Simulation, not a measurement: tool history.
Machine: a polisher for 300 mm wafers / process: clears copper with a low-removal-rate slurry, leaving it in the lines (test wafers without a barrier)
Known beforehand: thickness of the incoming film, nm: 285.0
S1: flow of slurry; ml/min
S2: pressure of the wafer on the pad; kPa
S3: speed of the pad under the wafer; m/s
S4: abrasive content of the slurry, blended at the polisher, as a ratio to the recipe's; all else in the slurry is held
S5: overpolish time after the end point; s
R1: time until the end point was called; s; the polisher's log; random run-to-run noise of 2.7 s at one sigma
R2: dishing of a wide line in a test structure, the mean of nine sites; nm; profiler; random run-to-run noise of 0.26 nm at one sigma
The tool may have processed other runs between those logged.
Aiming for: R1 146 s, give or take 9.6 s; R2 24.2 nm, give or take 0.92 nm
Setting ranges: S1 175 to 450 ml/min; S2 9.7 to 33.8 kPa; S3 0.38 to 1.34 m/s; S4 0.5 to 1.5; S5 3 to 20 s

{"run": 1, "hour": 0.0, "S1": 290, "S2": 21.4, "S3": 0.86, "S4": 1, "S5": 10, "R1": 125.26, "R2": 16.833}
{"run": 2, "hour": 2.8, "S1": 290, "S2": 20.7, "S3": 0.86, "S4": 1, "S5": 11, "R1": 126.48, "R2": 17.8}
{"run": 3, "hour": 5.8, "S1": 290, "S2": 20, "S3": 0.84, "S4": 1, "S5": 12, "R1": 135.74, "R2": 17.815}
{"run": 4, "hour": 9.1, "S1": 290, "S2": 24.1, "S3": 0.84, "S4": 1, "S5": 12, "R1": 109.68, "R2": 21.936}
{"run": 5, "hour": 11.9, "S1": 285, "S2": 22.8, "S3": 0.84, "S4": 1, "S5": 13, "R1": 122.89, "R2": 22.102}
{"run": 6, "hour": 18.0, "S1": 275, "S2": 22.1, "S3": 0.84, "S4": 1, "S5": 14, "R1": 121.37, "R2": 22.745}
{"run": 7, "hour": 21.5, "S1": 355, "S2": 17.9, "S3": 0.78, "S4": 1, "S5": 17, "R1": 160.05, "R2": 21.582}
{"run": 8, "hour": 29.9, "S1": 355, "S2": 18.6, "S3": 0.78, "S4": 1, "S5": 17, "R1": 157.17, "R2": 22.605}
{"run": 9, "hour": 36.3, "S1": 355, "S2": 19.3, "S3": 0.78, "S4": 1, "S5": 17, "R1": 146.7, "R2": 23.279}

Exercise: of the 5 proposed moves below, exactly one satisfies all targets within the stated allowed misses. Which move is it?
{"run": "A", "hour": 42.7, "S1": 450, "S2": 15.9, "S3": 0.94, "S4": 0.95, "S5": 18, "R1": "?", "R2": "?"}
{"run": "B", "hour": 42.7, "S1": 425, "S2": 20, "S3": 0.74, "S4": 1.1, "S5": 16, "R1": "?", "R2": "?"}
{"run": "C", "hour": 42.7, "S1": 315, "S2": 17.2, "S3": 0.8, "S4": 0.95, "S5": 18, "R1": "?", "R2": "?"}
{"run": "D", "hour": 42.7, "S1": 275, "S2": 26.2, "S3": 0.7, "S4": 1.05, "S5": 17, "R1": "?", "R2": "?"}
{"run": "E", "hour": 42.7, "S1": 270, "S2": 21.4, "S3": 0.66, "S4": 0.9, "S5": 19, "R1": "?", "R2": "?"}

move=A R1=151.16 R2=24.131
move=B R1=149.2 R2=22.171
move=C R1=167.19 R2=22.132
move=D R1=126.18 R2=27.463
move=E R1=167.39 R2=23.39
A: hits every target within its allowed miss
B: the biggest miss grows against the last run
C: the biggest miss grows against the last run
D: takes the result that was furthest off past its target
E: brings the last run's worst result on target, with another outside its allowed miss
So the answer is move A, the one that meets all the targets.

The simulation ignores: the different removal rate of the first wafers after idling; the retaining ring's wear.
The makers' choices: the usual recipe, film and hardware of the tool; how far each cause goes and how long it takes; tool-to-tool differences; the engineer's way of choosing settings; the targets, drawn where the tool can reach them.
